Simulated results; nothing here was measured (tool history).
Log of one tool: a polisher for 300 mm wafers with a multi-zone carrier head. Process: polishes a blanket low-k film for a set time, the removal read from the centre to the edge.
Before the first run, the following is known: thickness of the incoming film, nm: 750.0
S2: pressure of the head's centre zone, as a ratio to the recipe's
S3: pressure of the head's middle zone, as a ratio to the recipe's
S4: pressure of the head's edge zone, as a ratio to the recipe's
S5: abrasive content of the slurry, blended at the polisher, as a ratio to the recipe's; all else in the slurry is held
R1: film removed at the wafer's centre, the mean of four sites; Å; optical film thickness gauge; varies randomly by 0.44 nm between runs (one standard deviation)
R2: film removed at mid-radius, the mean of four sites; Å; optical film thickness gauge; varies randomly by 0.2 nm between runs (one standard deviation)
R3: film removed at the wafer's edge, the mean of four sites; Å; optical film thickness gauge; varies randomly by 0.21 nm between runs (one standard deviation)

Run 1, hour 0.0: flow of slurry (ml/min) 200, S2 1.00, S3 1.00, S4 1.00, S5 1.00, polishing time (s) 90. Result: R1 236.18 Å, R2 241.17 Å, R3 250.12 Å.
Run 2, hour 6.4: flow of slurry (ml/min) 200, S2 1.00, S3 1.00, S4 1.00, S5 1.00, polishing time (s) 81. Result: R1 212.21 Å, R2 216.77 Å, R3 219.27 Å.
Run 3, hour 9.9: flow of slurry (ml/min) 165, S2 1.00, S3 1.00, S4 1.00, S5 1.00, polishing time (s) 81. Result: R1 206.21 Å, R2 211.46 Å, R3 219.62 Å.
Run 4, hour 13.5: flow of slurry (ml/min) 190, S2 1.06, S3 1.05, S4 1.03, S5 1.10, polishing time (s) 81. Result: R1 243.99 Å, R2 235.78 Å, R3 238.47 Å.
Run 5, hour 20.8: flow of slurry (ml/min) 215, S2 1.08, S3 1.09, S4 1.04, S5 1.15, polishing time (s) 81. Result: R1 255.15 Å, R2 250.04 Å, R3 250.53 Å.
Run 6, hour 27.5: flow of slurry (ml/min) 215, S2 1.08, S3 1.02, S4 1.04, S5 1.15, polishing time (s) 81. Result: R1 251.96 Å, R2 242.39 Å, R3 253.84 Å.

Run 7 has not been measured yet. What should we expect?
Run 7, hour 35.7: flow of slurry (ml/min) 270, S2 1.14, S3 1.12, S4 0.99, S5 1.40, polishing time (s) 82. Result: R1 ?, R2 ?, R3 ?.

R1: 300.10 Å
R2: 290.60 Å
R3: 274.74 Å
